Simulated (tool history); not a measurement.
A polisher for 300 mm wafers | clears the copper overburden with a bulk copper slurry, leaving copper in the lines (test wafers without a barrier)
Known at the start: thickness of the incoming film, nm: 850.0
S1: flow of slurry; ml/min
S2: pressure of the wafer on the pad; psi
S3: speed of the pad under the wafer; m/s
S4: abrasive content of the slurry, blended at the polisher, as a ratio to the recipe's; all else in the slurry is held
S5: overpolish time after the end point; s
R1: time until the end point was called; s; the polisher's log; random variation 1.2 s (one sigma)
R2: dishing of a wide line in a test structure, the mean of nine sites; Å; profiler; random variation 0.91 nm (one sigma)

run	hour	S1	S2	S3	S4	S5	R1	R2
1	0	255	2.5	1.28	1	25	103	813.48
2	7.4	255	2.4	1.32	1	22	104.32	765.07
3	13.6	255	2.4	1.34	1	20	101.02	730.94
4	14.8	210	2.4	1.34	1	20	102.81	765.56
5	20.6	160	2.4	1.34	1	20	108.74	740.56
6	26.4	160	2.4	1.34	0.9	20	108.5	723.08

The next listed run, before its measurement:
7	31.5	160	2.4	1.34	0.9	20	?	?

R1: 107.87 s
R2: 740.38 Å

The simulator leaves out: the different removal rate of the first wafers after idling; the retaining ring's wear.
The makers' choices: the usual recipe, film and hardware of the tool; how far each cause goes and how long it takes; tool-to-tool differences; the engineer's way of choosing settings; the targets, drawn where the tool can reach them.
